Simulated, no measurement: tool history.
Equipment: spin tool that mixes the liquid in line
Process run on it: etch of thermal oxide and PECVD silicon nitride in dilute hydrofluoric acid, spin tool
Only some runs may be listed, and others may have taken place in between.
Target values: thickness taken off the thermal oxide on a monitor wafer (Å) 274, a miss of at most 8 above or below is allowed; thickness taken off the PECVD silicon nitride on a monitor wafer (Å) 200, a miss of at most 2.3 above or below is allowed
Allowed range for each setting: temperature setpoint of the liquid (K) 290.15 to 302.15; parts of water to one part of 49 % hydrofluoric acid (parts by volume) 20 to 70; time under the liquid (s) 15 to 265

run  hour  temperature setpoint of the liquid (K)  parts of water to one part of 49 % hydrofluoric acid (parts by volume)  time under the liquid (s)  thickness taken off the thermal oxide on a monitor wafer (Å)  thickness taken off the PECVD silicon nitride on a monitor wafer (Å)
  1     0                                  294.15                                                                      40                        135                                                        144.83                                                                92.843
  2   0.8                                  290.65                                                                      40                        135                                                        125.71                                                                72.514
  3   2.4                                  292.15                                                                      40                        135                                                        134.78                                                                80.339
  4   6.7                                  292.15                                                                      40                         80                                                        79.893                                                                 47.81
  5  10.6                                  293.65                                                                      35                         85                                                        103.97                                                                64.352
  6    16                                  293.65                                                                      35                        140                                                        171.16                                                                 105.8
  7  23.7                                  294.65                                                                      35                        140                                                         177.9                                                                113.64
  8  32.6                                  295.65                                                                      35                        140                                                        184.94                                                                121.51
  9  39.2                                  296.65                                                                      35                        140                                                        192.46                                                                130.15
 10  42.2                                  300.65                                                                      25                        135                                                        312.08                                                                227.53
 11  49.3                                  300.15                                                                      25                        135                                                        304.83                                                                220.17
 12  57.2                                  299.65                                                                      25                        135                                                        301.56                                                                212.96
 13  58.2                                  299.65                                                                      30                        140                                                         258.9                                                                185.33
 14  60.6                                  300.15                                                                      30                        140                                                         263.3                                                                190.15

Pick the move, out of 5, that brings all results within their allowed miss; only one does.
  A    63                                  301.65                                                                      40                        175                                                             ?                                                                     ?
  B    63                                  299.65                                                                      35                        175                                                             ?                                                                     ?
  C    63                                  296.65                                                                      20                        110                                                             ?                                                                     ?
  D    63                                  300.15                                                                      25                        120                                                             ?                                                                     ?
  E    63                                  302.15                                                                      35                        145                                                             ?                                                                     ?

move  thickness taken off the thermal oxide on a monitor wafer (Å)  thickness taken off the PECVD silicon nitride on a monitor wafer (Å)
   A                                                         258.4                                                                200.28
   B                                                        274.35                                                                199.92
   C                                                        271.96                                                                 175.8
   D                                                        272.76                                                                196.39
   E                                                        251.54                                                                195.43
A: brings the last run's worst result on target, with another outside its allowed miss
B: all results in spec
C: lands further from the targets than the last run did
D: closes in on the targets versus the last run, not all within tolerance yet
E: closes in on the targets versus the last run, not all within tolerance yet
Answer: B

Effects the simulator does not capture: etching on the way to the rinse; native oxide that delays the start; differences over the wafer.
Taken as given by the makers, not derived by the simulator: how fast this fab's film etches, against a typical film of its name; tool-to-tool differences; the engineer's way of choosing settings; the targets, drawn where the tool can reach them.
